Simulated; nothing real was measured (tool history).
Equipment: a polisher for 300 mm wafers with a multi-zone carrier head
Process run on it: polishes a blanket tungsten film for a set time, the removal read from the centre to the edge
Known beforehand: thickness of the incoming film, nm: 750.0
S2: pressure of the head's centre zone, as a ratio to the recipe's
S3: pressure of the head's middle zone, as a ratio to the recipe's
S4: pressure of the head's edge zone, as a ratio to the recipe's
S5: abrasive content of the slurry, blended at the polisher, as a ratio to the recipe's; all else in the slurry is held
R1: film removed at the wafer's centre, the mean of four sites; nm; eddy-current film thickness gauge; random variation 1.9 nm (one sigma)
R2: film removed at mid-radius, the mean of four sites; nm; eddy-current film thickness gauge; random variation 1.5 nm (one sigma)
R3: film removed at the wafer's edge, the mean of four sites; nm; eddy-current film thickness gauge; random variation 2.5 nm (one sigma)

Run 1, hour 0: flow of slurry (ml/min) 155, S2 1, S3 1, S4 1, S5 1, polishing time (s) 80. Result: R1 288.96 nm, R2 289.83 nm, R3 292.35 nm.
Run 2, hour 4.8: flow of slurry (ml/min) 150, S2 0.98, S3 1, S4 0.97, S5 0.9, polishing time (s) 79. Result: R1 272.54 nm, R2 280.15 nm, R3 283.57 nm.
Run 3, hour 10: flow of slurry (ml/min) 150, S2 0.97, S3 1.02, S4 0.95, S5 0.8, polishing time (s) 76. Result: R1 253.89 nm, R2 268.02 nm, R3 262.27 nm.
Run 4, hour 18.3: flow of slurry (ml/min) 150, S2 0.97, S3 1.11, S4 0.95, S5 0.8, polishing time (s) 76. Result: R1 251.1 nm, R2 278.84 nm, R3 265.46 nm.
Run 5, hour 23.2: flow of slurry (ml/min) 150, S2 0.97, S3 1.11, S4 0.88, S5 0.8, polishing time (s) 76. Result: R1 256.86 nm, R2 283.07 nm, R3 248.54 nm.
Run 6, hour 27.5: flow of slurry (ml/min) 150, S2 1.05, S3 1.11, S4 0.88, S5 0.8, polishing time (s) 76. Result: R1 274.99 nm, R2 279.76 nm, R3 252.1 nm.
Run 7, hour 29.5: flow of slurry (ml/min) 140, S2 1.02, S3 1.09, S4 0.87, S5 0.75, polishing time (s) 76. Result: R1 259.92 nm, R2 270.96 nm, R3 245.88 nm.
Run 8, hour 33.9: flow of slurry (ml/min) 105, S2 0.92, S3 1.02, S4 0.82, S5 0.5, polishing time (s) 75. Result: R1 191.02 nm, R2 209.31 nm, R3 203.17 nm.
Run 9, hour 40.7: flow of slurry (ml/min) 115, S2 0.92, S3 1.03, S4 0.83, S5 0.5, polishing time (s) 75. Result: R1 199.51 nm, R2 219.61 nm, R3 204.47 nm.
Run 10, hour 47.1: flow of slurry (ml/min) 120, S2 0.92, S3 1.03, S4 0.85, S5 0.5, polishing time (s) 75. Result: R1 196.67 nm, R2 220.86 nm, R3 212.02 nm.
Run 11, hour 50.7: flow of slurry (ml/min) 125, S2 0.92, S3 1.03, S4 0.85, S5 0.5, polishing time (s) 75. Result: R1 203.43 nm, R2 225.93 nm, R3 208.29 nm.
Run 12, hour 54.8: flow of slurry (ml/min) 130, S2 0.92, S3 1.03, S4 0.86, S5 0.5, polishing time (s) 75. Result: R1 203.6 nm, R2 224.54 nm, R3 209.24 nm.
Run 13, hour 56: flow of slurry (ml/min) 135, S2 0.92, S3 1.04, S4 0.87, S5 0.5, polishing time (s) 75. Result: R1 206.36 nm, R2 229.19 nm, R3 213.08 nm.

Predict the results of run 14:
Run 14, hour 61.9: flow of slurry (ml/min) 140, S2 0.92, S3 1.04, S4 0.88, S5 0.5, polishing time (s) 75. Result: R1 ?, R2 ?, R3 ?.

{"run 14": {"R1": 205.37, "R2": 232.6, "R3": 216.07}}

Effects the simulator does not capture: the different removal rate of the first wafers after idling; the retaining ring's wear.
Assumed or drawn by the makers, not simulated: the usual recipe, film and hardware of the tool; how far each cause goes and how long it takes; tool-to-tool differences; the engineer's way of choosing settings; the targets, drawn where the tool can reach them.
